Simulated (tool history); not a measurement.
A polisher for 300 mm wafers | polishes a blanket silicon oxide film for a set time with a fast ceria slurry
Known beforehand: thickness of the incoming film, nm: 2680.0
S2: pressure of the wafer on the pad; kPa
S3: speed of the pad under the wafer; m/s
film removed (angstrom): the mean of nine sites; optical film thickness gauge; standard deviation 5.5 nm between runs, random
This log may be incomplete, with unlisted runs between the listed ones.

{"run": 1, "hour": 0.0, "flow of slurry (ml/min)": 215, "S2": 16.5, "S3": 1.0, "polishing time (s)": 100, "film removed (angstrom)": 14603.0}
{"run": 2, "hour": 1.6, "flow of slurry (ml/min)": 250, "S2": 16.5, "S3": 1.0, "polishing time (s)": 100, "film removed (angstrom)": 14604.0}
{"run": 3, "hour": 4.8, "flow of slurry (ml/min)": 250, "S2": 16.5, "S3": 1.0, "polishing time (s)": 100, "film removed (angstrom)": 14777.0}
{"run": 4, "hour": 5.8, "flow of slurry (ml/min)": 250, "S2": 16.5, "S3": 0.86, "polishing time (s)": 100, "film removed (angstrom)": 12644.0}
{"run": 5, "hour": 6.6, "flow of slurry (ml/min)": 250, "S2": 16.5, "S3": 1.08, "polishing time (s)": 100, "film removed (angstrom)": 15862.0}
{"run": 6, "hour": 11.4, "flow of slurry (ml/min)": 250, "S2": 13.8, "S3": 0.98, "polishing time (s)": 100, "film removed (angstrom)": 12015.0}
{"run": 7, "hour": 18.1, "flow of slurry (ml/min)": 250, "S2": 11.7, "S3": 0.92, "polishing time (s)": 100, "film removed (angstrom)": 9826.9}

Estimate the outcome of run 8 from the log above:
{"run": 8, "hour": 23.7, "flow of slurry (ml/min)": 250, "S2": 10.3, "S3": 0.88, "polishing time (s)": 100, "film removed (angstrom)": "?"}

film removed (angstrom): 8295.6
